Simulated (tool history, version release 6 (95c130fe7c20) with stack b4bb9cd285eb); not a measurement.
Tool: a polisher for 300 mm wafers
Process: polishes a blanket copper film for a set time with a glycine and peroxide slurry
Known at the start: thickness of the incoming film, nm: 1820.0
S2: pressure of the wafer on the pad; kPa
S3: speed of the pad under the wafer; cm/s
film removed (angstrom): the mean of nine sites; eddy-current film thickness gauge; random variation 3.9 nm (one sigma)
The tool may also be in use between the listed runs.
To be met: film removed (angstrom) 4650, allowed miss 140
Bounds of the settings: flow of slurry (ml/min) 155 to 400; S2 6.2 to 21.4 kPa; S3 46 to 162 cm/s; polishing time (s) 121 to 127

run 1 hour=0 | flow_of_slurry_(ml/min)=255 S2=13.8 S3=104 polishing_time_(s)=121 | film_removed_(angstrom)=5908.6
run 2 hour=5.4 | flow_of_slurry_(ml/min)=255 S2=13.8 S3=92 polishing_time_(s)=121 | film_removed_(angstrom)=5363.7
run 3 hour=8.6 | flow_of_slurry_(ml/min)=255 S2=13.8 S3=92 polishing_time_(s)=121 | film_removed_(angstrom)=5358.7
run 4 hour=14.4 | flow_of_slurry_(ml/min)=255 S2=13.1 S3=92 polishing_time_(s)=121 | film_removed_(angstrom)=5096.5
run 5 hour=16.2 | flow_of_slurry_(ml/min)=255 S2=15.2 S3=92 polishing_time_(s)=121 | film_removed_(angstrom)=5800
run 6 hour=24 | flow_of_slurry_(ml/min)=255 S2=14.5 S3=92 polishing_time_(s)=121 | film_removed_(angstrom)=5581.7
run 7 hour=27.5 | flow_of_slurry_(ml/min)=255 S2=13.8 S3=92 polishing_time_(s)=121 | film_removed_(angstrom)=5352.4
run 8 hour=29 | flow_of_slurry_(ml/min)=255 S2=13.1 S3=92 polishing_time_(s)=121 | film_removed_(angstrom)=5123
run 9 hour=30.5 | flow_of_slurry_(ml/min)=250 S2=12.4 S3=92 polishing_time_(s)=121 | film_removed_(angstrom)=4910.9

5 next moves are on the table. One of them brings every result within its allowed miss. Which?
run A hour=32 | flow_of_slurry_(ml/min)=220 S2=11.7 S3=90 polishing_time_(s)=121 | film_removed_(angstrom)=?
run B hour=32 | flow_of_slurry_(ml/min)=245 S2=10.3 S3=88 polishing_time_(s)=123 | film_removed_(angstrom)=?
run C hour=32 | flow_of_slurry_(ml/min)=245 S2=11.7 S3=100 polishing_time_(s)=124 | film_removed_(angstrom)=?
run D hour=32 | flow_of_slurry_(ml/min)=215 S2=12.4 S3=78 polishing_time_(s)=124 | film_removed_(angstrom)=?
run E hour=32 | flow_of_slurry_(ml/min)=275 S2=14.5 S3=80 polishing_time_(s)=124 | film_removed_(angstrom)=?

move=A film_removed_(angstrom)=4564.4
move=B film_removed_(angstrom)=4239.3
move=C film_removed_(angstrom)=5122.9
move=D film_removed_(angstrom)=4385.8
move=E film_removed_(angstrom)=5145.3
A: meets every target
B: takes the result that was furthest off past its target
C: further off than the last run
D: takes the result that was furthest off past its target
E: further off than the last run
Answer: A

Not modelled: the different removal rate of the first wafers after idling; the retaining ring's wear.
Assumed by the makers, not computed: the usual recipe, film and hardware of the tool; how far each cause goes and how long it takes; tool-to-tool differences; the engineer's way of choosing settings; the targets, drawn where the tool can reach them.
